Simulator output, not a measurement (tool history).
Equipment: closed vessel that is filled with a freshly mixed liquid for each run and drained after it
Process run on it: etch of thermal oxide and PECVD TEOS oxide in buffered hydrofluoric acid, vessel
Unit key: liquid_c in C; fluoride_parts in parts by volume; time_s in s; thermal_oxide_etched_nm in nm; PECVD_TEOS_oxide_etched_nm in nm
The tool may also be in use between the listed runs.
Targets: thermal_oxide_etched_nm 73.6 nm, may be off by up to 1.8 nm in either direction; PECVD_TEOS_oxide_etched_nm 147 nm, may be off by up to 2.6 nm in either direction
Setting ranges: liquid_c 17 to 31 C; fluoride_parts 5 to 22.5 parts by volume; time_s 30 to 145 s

run 1 hour=0 | liquid_c=23 fluoride_parts=13.5 time_s=75 | thermal_oxide_etched_nm=58.885 PECVD_TEOS_oxide_etched_nm=118.03
run 2 hour=7.4 | liquid_c=23.5 fluoride_parts=13.5 time_s=75 | thermal_oxide_etched_nm=60.827 PECVD_TEOS_oxide_etched_nm=120.17
run 3 hour=8.1 | liquid_c=23.5 fluoride_parts=16.5 time_s=75 | thermal_oxide_etched_nm=49.671 PECVD_TEOS_oxide_etched_nm=98.608
run 4 hour=16.4 | liquid_c=24.5 fluoride_parts=16.5 time_s=75 | thermal_oxide_etched_nm=52.319 PECVD_TEOS_oxide_etched_nm=105.47
run 5 hour=20.4 | liquid_c=22.5 fluoride_parts=16.5 time_s=75 | thermal_oxide_etched_nm=47.064 PECVD_TEOS_oxide_etched_nm=94.614
run 6 hour=26.7 | liquid_c=22.5 fluoride_parts=18.5 time_s=75 | thermal_oxide_etched_nm=42.363 PECVD_TEOS_oxide_etched_nm=84.653
run 7 hour=32.4 | liquid_c=24 fluoride_parts=18 time_s=75 | thermal_oxide_etched_nm=47.298 PECVD_TEOS_oxide_etched_nm=94.364
run 8 hour=35.5 | liquid_c=25 fluoride_parts=18 time_s=75 | thermal_oxide_etched_nm=49.97 PECVD_TEOS_oxide_etched_nm=99.059
run 9 hour=40.3 | liquid_c=26 fluoride_parts=18 time_s=75 | thermal_oxide_etched_nm=52.112 PECVD_TEOS_oxide_etched_nm=104.31
run 10 hour=40.9 | liquid_c=27 fluoride_parts=18 time_s=75 | thermal_oxide_etched_nm=55.5 PECVD_TEOS_oxide_etched_nm=111.22
run 11 hour=42 | liquid_c=27.5 fluoride_parts=18 time_s=75 | thermal_oxide_etched_nm=56.939 PECVD_TEOS_oxide_etched_nm=113.03
run 12 hour=48.1 | liquid_c=28 fluoride_parts=18 time_s=75 | thermal_oxide_etched_nm=58.548 PECVD_TEOS_oxide_etched_nm=116.1
run 13 hour=54.7 | liquid_c=28.5 fluoride_parts=18 time_s=75 | thermal_oxide_etched_nm=59.824 PECVD_TEOS_oxide_etched_nm=119.4

4 next moves are on the table. One of them brings every result within its allowed miss. Which?
run A hour=61.3 | liquid_c=28 fluoride_parts=14 time_s=70 | thermal_oxide_etched_nm=? PECVD_TEOS_oxide_etched_nm=?
run B hour=61.3 | liquid_c=30.5 fluoride_parts=14 time_s=70 | thermal_oxide_etched_nm=? PECVD_TEOS_oxide_etched_nm=?
run C hour=61.3 | liquid_c=31 fluoride_parts=16 time_s=65 | thermal_oxide_etched_nm=? PECVD_TEOS_oxide_etched_nm=?
run D hour=61.3 | liquid_c=29 fluoride_parts=16 time_s=80 | thermal_oxide_etched_nm=? PECVD_TEOS_oxide_etched_nm=?

move=A thermal_oxide_etched_nm=69.411 PECVD_TEOS_oxide_etched_nm=138.22
move=B thermal_oxide_etched_nm=79.206 PECVD_TEOS_oxide_etched_nm=157.72
move=C thermal_oxide_etched_nm=66.24 PECVD_TEOS_oxide_etched_nm=131.9
move=D thermal_oxide_etched_nm=73.383 PECVD_TEOS_oxide_etched_nm=146.13
A: an improvement on the last run, though not all results are within tolerance
B: takes the biggest miss from the last run beyond its target
C: an improvement on the last run, though not all results are within tolerance
D: every result lands within tolerance
The move that meets every target is D.

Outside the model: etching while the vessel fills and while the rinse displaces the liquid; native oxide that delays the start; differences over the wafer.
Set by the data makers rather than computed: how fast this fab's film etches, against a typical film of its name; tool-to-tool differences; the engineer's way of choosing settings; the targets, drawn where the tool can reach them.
